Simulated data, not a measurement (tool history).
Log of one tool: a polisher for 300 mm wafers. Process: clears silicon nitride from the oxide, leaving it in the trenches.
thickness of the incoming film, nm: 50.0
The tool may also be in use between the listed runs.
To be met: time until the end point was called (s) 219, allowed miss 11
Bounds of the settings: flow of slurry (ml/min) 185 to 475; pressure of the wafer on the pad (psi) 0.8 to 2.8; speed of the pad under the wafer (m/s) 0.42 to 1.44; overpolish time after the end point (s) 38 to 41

run	hour	flow of slurry (ml/min)	pressure of the wafer on the pad (psi)	speed of the pad under the wafer (m/s)	overpolish time after the end point (s)	time until the end point was called (s)
1	0	305	1.8	0.92	38	117.49
2	2.2	305	1.8	0.92	38	120.63
3	10.4	305	1.8	0.76	38	141.82
4	18.9	335	1.8	0.76	38	136.36
5	24.3	325	1.6	0.76	38	156.98
6	24.9	325	1.6	0.76	38	164.4
7	31.5	325	1.5	0.76	38	167.09
8	35.7	325	1.4	0.76	38	182.77
9	37.4	320	1.3	0.76	38	199.67
10	45.2	315	1.3	0.76	38	194.86

Which of these 4 next moves meets every target?
A	53	305	1.3	0.9	40	?
B	53	375	2.1	0.52	41	?
C	53	320	1.2	0.88	41	?
D	53	300	1.1	0.78	41	?

move	time until the end point was called (s)
A	166.1
B	166.23
C	182.19
D	221.99
A: further off than the last run
B: further off than the last run
C: further off than the last run
D: meets every target
Move D is the one to make.

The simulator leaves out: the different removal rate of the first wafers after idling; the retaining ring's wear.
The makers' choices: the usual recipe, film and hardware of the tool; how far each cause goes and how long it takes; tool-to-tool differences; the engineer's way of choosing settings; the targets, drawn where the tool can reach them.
